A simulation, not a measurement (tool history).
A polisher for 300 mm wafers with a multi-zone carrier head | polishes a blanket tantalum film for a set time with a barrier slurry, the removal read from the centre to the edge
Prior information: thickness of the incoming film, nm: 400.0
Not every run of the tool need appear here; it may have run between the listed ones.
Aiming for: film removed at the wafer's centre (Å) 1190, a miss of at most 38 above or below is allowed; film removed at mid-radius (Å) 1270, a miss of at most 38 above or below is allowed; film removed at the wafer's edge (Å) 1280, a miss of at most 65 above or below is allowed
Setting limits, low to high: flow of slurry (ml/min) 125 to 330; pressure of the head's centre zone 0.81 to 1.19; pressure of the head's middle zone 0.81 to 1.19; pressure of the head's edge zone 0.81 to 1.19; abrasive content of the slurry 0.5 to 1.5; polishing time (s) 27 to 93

run  hour  flow of slurry (ml/min)  pressure of the head's centre zone  pressure of the head's middle zone  pressure of the head's edge zone  abrasive content of the slurry  polishing time (s)  film removed at the wafer's centre (Å)  film removed at mid-radius (Å)  film removed at the wafer's edge (Å)
  1     0                      210                                   1                                   1                                 1                               1                  59                                  1625.1                          1625.8                                1615.2
  2   6.9                      210                                   1                                0.93                                 1                               1                  59                                  1650.2                          1526.7                                  1690
  3    12                      205                                0.97                                0.94                              0.97                            0.85                  58                                  1528.9                          1484.4                                1539.2
  4  14.8                      195                                0.94                                0.93                              0.96                            0.75                  57                                  1394.8                          1392.6                                1436.9
  5  15.4                      185                                0.92                                0.92                              0.95                             0.7                  57                                  1353.7                          1350.6                                1482.6
  6  17.9                      190                                0.91                                0.93                              0.94                            0.65                  56                                    1285                          1341.6                                1401.8
  7  22.7                      185                                0.91                                0.93                              0.92                             0.6                  56                                  1270.4                          1283.3                                  1336
  8  24.9                      180                                 0.9                                0.94                              0.91                             0.6                  56                                  1285.9                          1308.8                                1381.5

Exactly one of the 5 candidate moves below puts every result within its allowed miss. Which one?
  A  27.1                      170                                0.91                                0.97                              0.91                             0.6                  53                                       ?                               ?                                     ?
  B  27.1                      125                                0.91                                0.81                              0.91                            0.85                  56                                       ?                               ?                                     ?
  C  27.1                      185                                0.96                                0.93                              0.86                             0.5                  56                                       ?                               ?                                     ?
  D  27.1                      210                                0.87                                0.95                              0.96                             0.5                  59                                       ?                               ?                                     ?
  E  27.1                      250                                0.92                                0.91                              0.93                            0.95                  53                                       ?                               ?                                     ?

move  film removed at the wafer's centre (Å)  film removed at mid-radius (Å)  film removed at the wafer's edge (Å)
   A                                  1195.5                          1271.1                                1283.6
   B                                  1290.8                          1188.3                                1408.7
   C                                  1305.9                          1268.8                                1291.6
   D                                  1263.7                          1378.5                                1444.7
   E                                  1364.5                            1355                                1445.3
A: all results land within tolerance of their targets
B: moves away from the targets compared with the last run
C: moves away from the targets compared with the last run
D: moves away from the targets compared with the last run
E: moves away from the targets compared with the last run
The right move is A.

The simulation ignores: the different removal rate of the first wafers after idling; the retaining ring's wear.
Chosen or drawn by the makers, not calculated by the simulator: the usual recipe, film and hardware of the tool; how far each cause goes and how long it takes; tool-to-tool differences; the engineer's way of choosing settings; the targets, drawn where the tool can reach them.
